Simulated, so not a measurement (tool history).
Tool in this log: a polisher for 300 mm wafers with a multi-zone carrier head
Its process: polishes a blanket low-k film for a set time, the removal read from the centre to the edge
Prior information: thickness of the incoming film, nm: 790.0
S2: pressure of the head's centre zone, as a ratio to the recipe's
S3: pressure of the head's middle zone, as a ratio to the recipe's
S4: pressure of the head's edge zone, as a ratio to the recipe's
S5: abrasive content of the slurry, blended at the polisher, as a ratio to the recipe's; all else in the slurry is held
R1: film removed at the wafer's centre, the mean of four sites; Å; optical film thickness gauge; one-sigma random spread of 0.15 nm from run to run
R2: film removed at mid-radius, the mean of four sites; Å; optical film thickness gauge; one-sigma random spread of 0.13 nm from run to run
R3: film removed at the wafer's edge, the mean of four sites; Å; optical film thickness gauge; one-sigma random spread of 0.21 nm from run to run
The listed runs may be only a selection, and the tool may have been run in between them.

Run 1, hour 0: flow of slurry (ml/min) 145, S2 1, S3 1, S4 1, S5 1, polishing time (s) 37. Result: R1 140.14 Å, R2 143.35 Å, R3 143.4 Å.
Run 2, hour 4.5: flow of slurry (ml/min) 155, S2 0.98, S3 1.02, S4 1.04, S5 1.1, polishing time (s) 37. Result: R1 145.11 Å, R2 151.83 Å, R3 153.22 Å.
Run 3, hour 6.9: flow of slurry (ml/min) 155, S2 0.98, S3 1.02, S4 1.04, S5 1.3, polishing time (s) 37. Result: R1 158.25 Å, R2 167 Å, R3 165.56 Å.
Run 4, hour 12: flow of slurry (ml/min) 160, S2 0.96, S3 1.04, S4 1.07, S5 1.35, polishing time (s) 38. Result: R1 161.91 Å, R2 176.53 Å, R3 178.67 Å.
Run 5, hour 16: flow of slurry (ml/min) 160, S2 1.01, S3 1.04, S4 1.07, S5 1.35, polishing time (s) 38. Result: R1 171.84 Å, R2 175.18 Å, R3 176.83 Å.
Run 6, hour 20.2: flow of slurry (ml/min) 170, S2 0.99, S3 1.07, S4 1.09, S5 1.4, polishing time (s) 38. Result: R1 172.63 Å, R2 182.86 Å, R3 184.14 Å.
Run 7, hour 28: flow of slurry (ml/min) 175, S2 0.97, S3 1.09, S4 1.1, S5 1.4, polishing time (s) 38. Result: R1 169.89 Å, R2 186.67 Å, R3 186.13 Å.
Run 8, hour 30.3: flow of slurry (ml/min) 175, S2 0.97, S3 1.09, S4 1.1, S5 1.4, polishing time (s) 38. Result: R1 169.75 Å, R2 186.32 Å, R3 184.9 Å.

Predict the results of run 9:
Run 9, hour 33.1: flow of slurry (ml/min) 180, S2 0.95, S3 1.11, S4 1.11, S5 1.4, polishing time (s) 38. Result: R1 ?, R2 ?, R3 ?.

R1: 167.08 Å
R2: 189.16 Å
R3: 184.43 Å

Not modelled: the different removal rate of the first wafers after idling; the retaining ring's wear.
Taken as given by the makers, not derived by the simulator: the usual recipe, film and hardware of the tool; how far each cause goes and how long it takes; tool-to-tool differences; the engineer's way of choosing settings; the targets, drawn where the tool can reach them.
